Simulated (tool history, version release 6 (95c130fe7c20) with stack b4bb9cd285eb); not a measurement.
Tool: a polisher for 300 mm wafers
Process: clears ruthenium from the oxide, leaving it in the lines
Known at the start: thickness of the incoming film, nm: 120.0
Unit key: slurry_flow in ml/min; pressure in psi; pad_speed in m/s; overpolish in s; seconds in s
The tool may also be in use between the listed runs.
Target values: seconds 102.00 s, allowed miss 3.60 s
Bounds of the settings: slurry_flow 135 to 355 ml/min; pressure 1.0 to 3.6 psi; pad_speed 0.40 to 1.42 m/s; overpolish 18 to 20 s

| run | hour | slurry_flow | pressure | pad_speed | overpolish | seconds |
|---|---|---|---|---|---|---|
| 1 | 0.0 | 225 | 2.3 | 0.90 | 18 | 123.56 |
| 2 | 3.1 | 225 | 2.3 | 0.90 | 18 | 120.29 |
| 3 | 3.9 | 225 | 2.3 | 0.76 | 18 | 135.32 |
| 4 | 9.8 | 225 | 2.5 | 0.76 | 18 | 122.76 |
| 5 | 17.0 | 225 | 2.6 | 0.76 | 18 | 119.81 |
| 6 | 25.8 | 225 | 2.4 | 0.76 | 18 | 132.23 |
| 7 | 33.5 | 225 | 2.6 | 0.76 | 18 | 120.81 |
| 8 | 38.4 | 225 | 2.7 | 0.76 | 18 | 114.33 |

4 candidate next runs follow, results not yet known. Just one meets every target within its allowed miss. Identify it.
| A | 43.3 | 250 | 2.8 | 0.76 | 18 | ? |
| B | 43.3 | 185 | 3.3 | 0.70 | 20 | ? |
| C | 43.3 | 240 | 3.2 | 0.62 | 18 | ? |
| D | 43.3 | 235 | 2.6 | 0.68 | 18 | ? |

| move | seconds |
|---|---|
| A | 109.90 |
| B | 102.09 |
| C | 108.06 |
| D | 126.45 |
A: closer than the last run, but not yet in spec
B: in spec on every target
C: closer than the last run, but not yet in spec
D: misses by more than the last run did
Go with B: it meets all targets.

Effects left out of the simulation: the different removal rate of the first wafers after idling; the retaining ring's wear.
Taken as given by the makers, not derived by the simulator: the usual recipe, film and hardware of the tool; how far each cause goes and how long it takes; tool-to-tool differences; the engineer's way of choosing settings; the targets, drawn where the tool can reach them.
